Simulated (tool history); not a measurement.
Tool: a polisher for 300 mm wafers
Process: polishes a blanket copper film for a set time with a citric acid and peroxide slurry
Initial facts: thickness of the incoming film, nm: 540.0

run  hour  flow of slurry (ml/min)  pressure of the wafer on the pad (kPa)  speed of the pad under the wafer (cm/s)  abrasive content of the slurry  polishing time (s)  film removed (angstrom)
  1   0.0                      145                                    16.5                                      110                             1.0                 110                   2339.0
  2   0.8                      140                                    14.5                                      110                             1.0                 110                   2070.8
  3   7.8                      140                                    14.5                                       96                             1.0                 110                   1779.5
  4  14.0                      125                                    14.5                                       96                             1.0                 110                   1737.8
  5  14.6                      125                                    14.5                                       96                             1.0                 110                   1767.5
  6  16.0                      125                                    14.5                                       96                             1.1                 110                   1811.9
  7  22.0                      105                                    11.0                                       96                             1.1                 110                   1342.3
  8  30.6                      115                                    11.0                                       96                             1.1                 110                   1377.2
  9  31.3                      120                                    11.0                                       96                             1.1                 110                   1399.7

Predict the results of run 10:
 10  37.3                      125                                    11.0                                       96                             1.1                 110                        ?

For run 10 the tool returned film removed (angstrom) 1398.9.
